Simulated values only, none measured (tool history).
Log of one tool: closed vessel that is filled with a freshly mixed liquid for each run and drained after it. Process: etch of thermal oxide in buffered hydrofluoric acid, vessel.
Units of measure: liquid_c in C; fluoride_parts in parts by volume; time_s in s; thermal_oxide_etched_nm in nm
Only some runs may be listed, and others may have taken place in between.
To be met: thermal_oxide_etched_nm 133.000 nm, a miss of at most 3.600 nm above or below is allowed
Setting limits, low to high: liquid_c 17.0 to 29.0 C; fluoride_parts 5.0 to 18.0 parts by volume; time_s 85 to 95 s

Run 1, hour 0.0: liquid_c 21.0 C, fluoride_parts 11.0 parts by volume, time_s 85 s. Result: thermal_oxide_etched_nm 68.887 nm.
Run 2, hour 6.3: liquid_c 21.0 C, fluoride_parts 11.0 parts by volume, time_s 95 s. Result: thermal_oxide_etched_nm 76.712 nm.
Run 3, hour 11.1: liquid_c 21.0 C, fluoride_parts 11.0 parts by volume, time_s 95 s. Result: thermal_oxide_etched_nm 76.989 nm.
Run 4, hour 13.8: liquid_c 23.5 C, fluoride_parts 10.5 parts by volume, time_s 95 s. Result: thermal_oxide_etched_nm 91.385 nm.
Run 5, hour 18.7: liquid_c 23.5 C, fluoride_parts 10.5 parts by volume, time_s 85 s. Result: thermal_oxide_etched_nm 83.996 nm.
Run 6, hour 22.6: liquid_c 25.0 C, fluoride_parts 10.0 parts by volume, time_s 85 s. Result: thermal_oxide_etched_nm 93.941 nm.
Run 7, hour 23.9: liquid_c 26.0 C, fluoride_parts 9.5 parts by volume, time_s 85 s. Result: thermal_oxide_etched_nm 102.840 nm.
Run 8, hour 29.2: liquid_c 27.0 C, fluoride_parts 9.0 parts by volume, time_s 85 s. Result: thermal_oxide_etched_nm 113.760 nm.
Run 9, hour 36.6: liquid_c 27.5 C, fluoride_parts 9.0 parts by volume, time_s 85 s. Result: thermal_oxide_etched_nm 116.200 nm.
Run 10, hour 41.7: liquid_c 29.0 C, fluoride_parts 8.0 parts by volume, time_s 85 s. Result: thermal_oxide_etched_nm 143.150 nm.
Run 11, hour 44.2: liquid_c 28.5 C, fluoride_parts 8.0 parts by volume, time_s 85 s. Result: thermal_oxide_etched_nm 138.350 nm.

5 candidate next runs follow, results not yet known. Just one meets every target within its allowed miss. Identify it.
Run A, hour 46.7: liquid_c 28.0 C, fluoride_parts 8.0 parts by volume, time_s 90 s. Result: thermal_oxide_etched_nm ?.
Run B, hour 46.7: liquid_c 29.0 C, fluoride_parts 9.0 parts by volume, time_s 85 s. Result: thermal_oxide_etched_nm ?.
Run C, hour 46.7: liquid_c 24.5 C, fluoride_parts 6.0 parts by volume, time_s 85 s. Result: thermal_oxide_etched_nm ?.
Run D, hour 46.7: liquid_c 26.5 C, fluoride_parts 7.5 parts by volume, time_s 85 s. Result: thermal_oxide_etched_nm ?.
Run E, hour 46.7: liquid_c 28.0 C, fluoride_parts 7.5 parts by volume, time_s 85 s. Result: thermal_oxide_etched_nm ?.

move  thermal_oxide_etched_nm
   A                  144.620
   B                  126.840
   C                  149.040
   D                  135.040
   E                  146.460
A: the biggest miss grows against the last run
B: takes the biggest miss from the last run beyond its target
C: the biggest miss grows against the last run
D: hits every target within its allowed miss
E: the biggest miss grows against the last run
D is the move that brings every result within its allowed miss.
